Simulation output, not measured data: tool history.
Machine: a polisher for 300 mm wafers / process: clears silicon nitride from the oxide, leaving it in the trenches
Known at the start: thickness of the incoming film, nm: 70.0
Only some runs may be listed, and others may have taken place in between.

run	hour	flow of slurry (ml/min)	pressure of the wafer on the pad (kPa)	speed of the pad under the wafer (m/s)	overpolish time after the end point (s)	time until the end point was called (s)
1	0.0	180	20.7	0.88	8	79.724
2	4.7	180	20.7	0.88	8	79.400
3	13.6	180	24.8	0.88	8	66.278
4	22.2	180	22.1	0.86	8	76.680
5	27.7	180	22.1	0.86	8	75.473
6	31.2	180	18.6	0.86	8	89.820
7	37.6	180	17.2	0.84	8	99.944
8	44.9	180	15.9	0.84	8	107.280
9	51.2	180	14.5	0.84	8	115.680

The next listed run, before its measurement:
10	54.7	180	13.8	0.84	8	?

{"run 10": {"time until the end point was called (s)": 121.11}}
